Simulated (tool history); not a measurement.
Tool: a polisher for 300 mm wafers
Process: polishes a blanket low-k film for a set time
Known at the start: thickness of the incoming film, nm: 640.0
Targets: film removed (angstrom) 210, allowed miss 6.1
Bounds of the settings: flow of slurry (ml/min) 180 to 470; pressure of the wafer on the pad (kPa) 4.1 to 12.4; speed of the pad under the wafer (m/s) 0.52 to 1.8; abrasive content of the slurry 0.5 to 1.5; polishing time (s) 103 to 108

run	hour	flow of slurry (ml/min)	pressure of the wafer on the pad (kPa)	speed of the pad under the wafer (m/s)	abrasive content of the slurry	polishing time (s)	film removed (angstrom)
1	0	300	8.3	1.16	1	103	315.81
2	1.4	300	7.6	1.16	1	103	293.68
3	5.8	300	7.6	1.16	1	108	307.15
4	12.9	300	7.6	1.04	1	108	292.11
5	20.4	300	6.2	1.04	1	108	251.71
6	28.2	300	6.2	1.04	0.9	108	238.85
7	30	300	5.5	1.04	0.9	108	218.59
# hour 38.7: worn pad replaced by a new one
8	38.7	295	5.5	1.04	0.9	108	241.95
9	47.1	295	5.5	1.04	0.9	108	241.84
10	54.4	320	5.5	1.04	0.9	108	242.56
11	62	300	5.5	1.04	0.9	108	244.07
12	65.6	300	5.5	1.02	0.9	108	241.78
13	74	295	4.1	1.02	0.9	108	203.2

4 next moves are on the table. One of them brings every result within its allowed miss. Which?
A	82.4	340	5.5	1.16	0.7	105	?
B	82.4	285	4.1	1.06	0.85	108	?
C	82.4	275	4.1	0.96	0.85	107	?
D	82.4	295	4.8	1.02	0.9	103	?

move	film removed (angstrom)
A	199.08
B	196.65
C	183.78
D	210.21
A: further off than the last run
B: further off than the last run
C: further off than the last run
D: meets every target
Move D is the one to make.
